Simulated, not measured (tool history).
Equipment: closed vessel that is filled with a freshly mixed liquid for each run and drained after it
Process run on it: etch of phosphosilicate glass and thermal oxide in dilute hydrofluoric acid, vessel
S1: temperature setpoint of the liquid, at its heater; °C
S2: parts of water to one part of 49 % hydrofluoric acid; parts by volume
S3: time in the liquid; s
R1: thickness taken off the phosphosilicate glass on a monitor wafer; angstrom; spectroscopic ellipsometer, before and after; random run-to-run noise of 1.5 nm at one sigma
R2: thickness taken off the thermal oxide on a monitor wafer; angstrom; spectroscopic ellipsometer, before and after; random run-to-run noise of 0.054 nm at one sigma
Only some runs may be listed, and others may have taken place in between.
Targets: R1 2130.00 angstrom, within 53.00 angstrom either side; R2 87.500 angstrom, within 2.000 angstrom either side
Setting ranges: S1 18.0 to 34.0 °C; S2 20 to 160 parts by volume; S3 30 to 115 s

Run 1, day 0.000: S1 26.0 °C, S2 90 parts by volume, S3 60 s. Result: R1 871.76 angstrom, R2 36.133 angstrom.
Run 2, day 0.258: S1 28.5 °C, S2 75 parts by volume, S3 60 s. Result: R1 1183.50 angstrom, R2 48.537 angstrom.
Run 3, day 0.512: S1 28.5 °C, S2 75 parts by volume, S3 45 s. Result: R1 885.22 angstrom, R2 36.340 angstrom.
Run 4, day 0.804: S1 28.5 °C, S2 75 parts by volume, S3 60 s. Result: R1 1173.90 angstrom, R2 48.518 angstrom.
Run 5, day 0.912: S1 28.5 °C, S2 75 parts by volume, S3 50 s. Result: R1 977.49 angstrom, R2 40.165 angstrom.
Run 6, day 1.104: S1 30.0 °C, S2 60 parts by volume, S3 50 s. Result: R1 1320.70 angstrom, R2 54.762 angstrom.
Run 7, day 1.467: S1 34.0 °C, S2 35 parts by volume, S3 50 s. Result: R1 2749.30 angstrom, R2 113.540 angstrom.
Run 8, day 1.588: S1 33.0 °C, S2 35 parts by volume, S3 50 s. Result: R1 2664.90 angstrom, R2 108.620 angstrom.
Run 9, day 1.654: S1 32.0 °C, S2 35 parts by volume, S3 50 s. Result: R1 2514.90 angstrom, R2 105.370 angstrom.
Run 10, day 1.783: S1 31.0 °C, S2 50 parts by volume, S3 50 s. Result: R1 1682.70 angstrom, R2 68.420 angstrom.
Run 11, day 2.004: S1 32.0 °C, S2 50 parts by volume, S3 50 s. Result: R1 1742.80 angstrom, R2 72.834 angstrom.
Run 12, day 2.162: S1 32.0 °C, S2 45 parts by volume, S3 50 s. Result: R1 1949.80 angstrom, R2 80.630 angstrom.
Run 13, day 2.358: S1 32.5 °C, S2 45 parts by volume, S3 50 s. Result: R1 2009.50 angstrom, R2 82.095 angstrom.
Run 14, day 2.646: S1 32.5 °C, S2 45 parts by volume, S3 50 s. Result: R1 2004.40 angstrom, R2 81.846 angstrom.

Which one of the following 5 next-run settings gets every result inside its allowed miss? There is exactly one.
Run A, day 2.933: S1 28.5 °C, S2 40 parts by volume, S3 50 s. Result: R1 ?, R2 ?.
Run B, day 2.933: S1 34.0 °C, S2 45 parts by volume, S3 50 s. Result: R1 ?, R2 ?.
Run C, day 2.933: S1 30.5 °C, S2 30 parts by volume, S3 40 s. Result: R1 ?, R2 ?.
Run D, day 2.933: S1 31.5 °C, S2 35 parts by volume, S3 45 s. Result: R1 ?, R2 ?.
Run E, day 2.933: S1 34.0 °C, S2 55 parts by volume, S3 65 s. Result: R1 ?, R2 ?.

move       R1      R2
   A  1922.10  79.531
   B  2102.00  86.975
   C  2255.60  93.330
   D  2244.70  92.880
   E  2198.20  90.956
A: the biggest miss grows against the last run
B: each result inside its tolerance
C: pushes the last run's worst result past its target
D: pushes the last run's worst result past its target
E: pushes the last run's worst result past its target
So the answer is move B, the one that meets all the targets.
